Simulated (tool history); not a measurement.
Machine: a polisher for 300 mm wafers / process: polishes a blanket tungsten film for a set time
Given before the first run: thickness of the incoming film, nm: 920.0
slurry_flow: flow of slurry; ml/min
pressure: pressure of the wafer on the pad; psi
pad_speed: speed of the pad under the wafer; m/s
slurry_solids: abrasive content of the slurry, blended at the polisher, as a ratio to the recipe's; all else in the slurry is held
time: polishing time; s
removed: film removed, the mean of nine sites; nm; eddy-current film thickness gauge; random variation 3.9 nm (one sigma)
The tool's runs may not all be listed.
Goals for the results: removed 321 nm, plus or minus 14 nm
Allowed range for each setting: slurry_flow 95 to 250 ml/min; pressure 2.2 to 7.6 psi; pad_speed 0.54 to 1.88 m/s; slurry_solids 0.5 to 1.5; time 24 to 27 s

{"run": 1, "hour": 0.0, "slurry_flow": 160, "pressure": 4.9, "pad_speed": 1.2, "slurry_solids": 1, "time": 27, "removed": 206.81}
{"run": 2, "hour": 2.2, "slurry_flow": 160, "pressure": 4.9, "pad_speed": 1.3, "slurry_solids": 1, "time": 27, "removed": 217.06}
{"run": 3, "hour": 5.4, "slurry_flow": 135, "pressure": 4.9, "pad_speed": 1.3, "slurry_solids": 1, "time": 27, "removed": 215.91}
{"run": 4, "hour": 13.8, "slurry_flow": 135, "pressure": 4.9, "pad_speed": 1.3, "slurry_solids": 0.85, "time": 27, "removed": 204.36}
{"run": 5, "hour": 19.8, "slurry_flow": 135, "pressure": 5.6, "pad_speed": 1.3, "slurry_solids": 0.85, "time": 27, "removed": 234.93}
{"run": 6, "hour": 23.0, "slurry_flow": 135, "pressure": 6.1, "pad_speed": 1.3, "slurry_solids": 0.85, "time": 27, "removed": 255.93}
{"run": 7, "hour": 26.1, "slurry_flow": 135, "pressure": 6.5, "pad_speed": 1.3, "slurry_solids": 0.85, "time": 27, "removed": 266.1}
{"run": 8, "hour": 28.9, "slurry_flow": 135, "pressure": 6.8, "pad_speed": 1.3, "slurry_solids": 0.85, "time": 27, "removed": 288.89}
{"run": 9, "hour": 33.8, "slurry_flow": 140, "pressure": 7, "pad_speed": 1.3, "slurry_solids": 0.85, "time": 27, "removed": 293.69}
{"run": 10, "hour": 34.7, "slurry_flow": 140, "pressure": 7.2, "pad_speed": 1.3, "slurry_solids": 0.85, "time": 27, "removed": 305.69}
{"run": 11, "hour": 36.7, "slurry_flow": 140, "pressure": 7.3, "pad_speed": 1.3, "slurry_solids": 0.85, "time": 27, "removed": 299.13}

Which single option among these 4 for the next run brings every result within its allowed miss of target? Just one does.
{"run": "A", "hour": 38.7, "slurry_flow": 125, "pressure": 7.6, "pad_speed": 1.16, "slurry_solids": 0.8, "time": 27, "removed": "?"}
{"run": "B", "hour": 38.7, "slurry_flow": 140, "pressure": 7.3, "pad_speed": 1.34, "slurry_solids": 0.7, "time": 24, "removed": "?"}
{"run": "C", "hour": 38.7, "slurry_flow": 130, "pressure": 6.7, "pad_speed": 1.26, "slurry_solids": 0.95, "time": 27, "removed": "?"}
{"run": "D", "hour": 38.7, "slurry_flow": 150, "pressure": 7.6, "pad_speed": 1.32, "slurry_solids": 0.85, "time": 27, "removed": "?"}

move=A removed=277.39
move=B removed=258.8
move=C removed=276.34
move=D removed=319.97
A: misses by more than the last run did
B: misses by more than the last run did
C: misses by more than the last run did
D: each result inside its tolerance
The move that meets every target is D.
